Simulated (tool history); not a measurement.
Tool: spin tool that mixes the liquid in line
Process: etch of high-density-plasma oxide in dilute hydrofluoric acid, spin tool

run,hour,temperature setpoint of the liquid (C),parts of water to one part of 49 % hydrofluoric acid (parts by volume),time under the liquid (s),thickness taken off the high-density-plasma oxide on a monitor wafer (nm)
1,0,25,100,295,17.359
2,4.3,25,120,295,14.228
3,8.3,23.5,120,295,13.363
4,14.4,23.5,120,315,14.377
5,17.3,21,120,315,13.052
6,18,20,120,315,12.445
7,21.3,19.5,120,315,12.159
8,26,19,120,315,11.984
9,29.1,18.5,120,315,11.683

What does the tool deliver on the next run?
10,30.9,18,120,315,?

Run 10 produced thickness taken off the high-density-plasma oxide on a monitor wafer (nm) 11.501.

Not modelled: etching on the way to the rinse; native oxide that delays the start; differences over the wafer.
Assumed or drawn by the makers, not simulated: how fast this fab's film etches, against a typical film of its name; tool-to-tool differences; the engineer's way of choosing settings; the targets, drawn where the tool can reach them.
